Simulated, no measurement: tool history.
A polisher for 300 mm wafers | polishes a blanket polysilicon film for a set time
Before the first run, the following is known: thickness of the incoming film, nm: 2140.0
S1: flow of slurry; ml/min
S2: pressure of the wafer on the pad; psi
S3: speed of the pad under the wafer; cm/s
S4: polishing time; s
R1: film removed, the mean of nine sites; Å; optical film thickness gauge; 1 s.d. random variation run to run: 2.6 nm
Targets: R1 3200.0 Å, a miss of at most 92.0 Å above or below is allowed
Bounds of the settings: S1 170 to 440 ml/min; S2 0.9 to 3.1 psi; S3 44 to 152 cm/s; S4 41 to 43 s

run	hour	S1	S2	S3	S4	R1
1	0.0	280	2.0	98	41	2373.1
2	0.7	335	2.0	98	41	2449.4
3	5.6	335	2.0	88	41	2204.5
4	8.8	335	2.0	88	43	2295.8
5	15.7	340	2.1	88	43	2419.3
6	21.5	340	2.1	74	43	2039.8
7	30.4	345	2.3	74	43	2237.5
8	33.4	350	2.4	74	43	2327.8
9	36.0	350	2.5	74	43	2420.8
10	44.8	350	2.6	74	43	2507.7
11	50.0	350	2.7	74	43	2609.3
12	52.7	350	2.8	74	43	2672.8
13	53.7	355	2.8	76	43	2800.2
14	59.9	360	2.8	76	43	2838.6
15	67.3	370	2.8	76	43	2801.9
16	70.8	375	3.0	76	43	2980.4

Consider the 4 candidate settings below. Which is the only one whose results all fall within their allowed miss of target?
A	74.3	385	3.0	86	43	?
B	74.3	440	3.0	76	43	?
C	74.3	365	2.9	80	43	?
D	74.3	355	2.9	84	43	?

move	R1
A	3384.3
B	3030.7
C	3041.5
D	3181.5
A: takes the result that was furthest off past its target
B: better than the last run, though not everything is in spec
C: better than the last run, though not everything is in spec
D: each result inside its tolerance
Correct choice: D, which meets every target
